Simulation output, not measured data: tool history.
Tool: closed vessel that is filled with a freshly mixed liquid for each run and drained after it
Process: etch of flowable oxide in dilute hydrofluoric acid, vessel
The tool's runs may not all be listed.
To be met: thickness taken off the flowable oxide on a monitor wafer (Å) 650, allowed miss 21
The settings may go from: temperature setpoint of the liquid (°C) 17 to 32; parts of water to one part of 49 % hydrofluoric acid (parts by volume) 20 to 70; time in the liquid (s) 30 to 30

run	hour	temperature setpoint of the liquid (°C)	parts of water to one part of 49 % hydrofluoric acid (parts by volume)	time in the liquid (s)	thickness taken off the flowable oxide on a monitor wafer (Å)
1	0	24	40	30	370.52
2	4.9	24	40	30	376.02
3	11.3	22.5	40	30	347.68
4	16.8	22.5	40	30	352.59
5	24.7	20.5	40	30	321.57
6	33.3	23	35	30	407.05
7	38.1	23	35	30	410.4
8	43.2	25	35	30	445.32
9	46.5	26.5	35	30	486.41
10	48.9	28	35	30	514.31
11	52.5	29	35	30	536.31
12	57.9	29.5	35	30	526.47
13	59.1	30	35	30	551.48
14	61.5	30.5	35	30	557.32
15	70.4	31	35	30	566.73
16	76.6	31.5	35	30	582.63
17	85	32	35	30	598.41

4 next moves are on the table. One of them brings every result within its allowed miss. Which?
A	93.4	30	35	30	?
B	93.4	32	30	30	?
C	93.4	31	35	30	?
D	93.4	30.5	30	30	?

move	thickness taken off the flowable oxide on a monitor wafer (Å)
A	556.86
B	708.97
C	579.4
D	668.02
A: further off than the last run
B: takes the result that was furthest off past its target
C: further off than the last run
D: meets every target
Answer: D
